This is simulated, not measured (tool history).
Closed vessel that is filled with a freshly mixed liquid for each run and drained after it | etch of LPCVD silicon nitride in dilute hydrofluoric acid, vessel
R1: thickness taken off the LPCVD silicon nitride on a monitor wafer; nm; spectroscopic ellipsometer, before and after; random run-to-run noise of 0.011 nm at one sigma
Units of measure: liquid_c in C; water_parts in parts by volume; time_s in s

Run 1, day 0: liquid_c 25 C, water_parts 60 parts by volume, time_s 195 s. Result: R1 1.667 nm.
Run 2, day 0.329: liquid_c 25 C, water_parts 50 parts by volume, time_s 195 s. Result: R1 1.9916 nm.
Run 3, day 0.471: liquid_c 24.5 C, water_parts 50 parts by volume, time_s 195 s. Result: R1 1.9005 nm.
Run 4, day 0.625: liquid_c 24 C, water_parts 50 parts by volume, time_s 195 s. Result: R1 1.8607 nm.
Run 5, day 0.917: liquid_c 23.5 C, water_parts 50 parts by volume, time_s 195 s. Result: R1 1.8009 nm.
Run 6, day 1.242: liquid_c 23 C, water_parts 50 parts by volume, time_s 195 s. Result: R1 1.7103 nm.

The next listed run, before its measurement:
Run 7, day 1.3: liquid_c 22.5 C, water_parts 50 parts by volume, time_s 195 s. Result: R1 ?.

{"run 7": {"R1": 1.6758}}
